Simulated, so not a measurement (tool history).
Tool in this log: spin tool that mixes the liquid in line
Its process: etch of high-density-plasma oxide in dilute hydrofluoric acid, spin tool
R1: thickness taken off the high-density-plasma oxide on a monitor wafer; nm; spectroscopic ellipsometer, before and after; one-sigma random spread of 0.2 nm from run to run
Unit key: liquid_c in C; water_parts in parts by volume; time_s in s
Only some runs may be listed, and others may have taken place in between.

{"run": 1, "hour": 0.0, "liquid_c": 24, "water_parts": 85, "time_s": 315, "R1": 28.266}
{"run": 2, "hour": 4.8, "liquid_c": 24, "water_parts": 85, "time_s": 335, "R1": 29.964}
{"run": 3, "hour": 7.4, "liquid_c": 24, "water_parts": 85, "time_s": 335, "R1": 29.622}
{"run": 4, "hour": 14.5, "liquid_c": 22, "water_parts": 85, "time_s": 335, "R1": 27.263}
{"run": 5, "hour": 19.2, "liquid_c": 21, "water_parts": 85, "time_s": 335, "R1": 26.294}
{"run": 6, "hour": 22.1, "liquid_c": 21, "water_parts": 85, "time_s": 315, "R1": 24.778}
{"run": 7, "hour": 27.1, "liquid_c": 21, "water_parts": 85, "time_s": 315, "R1": 24.819}

Run 8 has not been measured yet. What should we expect?
{"run": 8, "hour": 31.0, "liquid_c": 20, "water_parts": 85, "time_s": 315, "R1": "?"}

Run 8 yielded R1 23.881 nm.

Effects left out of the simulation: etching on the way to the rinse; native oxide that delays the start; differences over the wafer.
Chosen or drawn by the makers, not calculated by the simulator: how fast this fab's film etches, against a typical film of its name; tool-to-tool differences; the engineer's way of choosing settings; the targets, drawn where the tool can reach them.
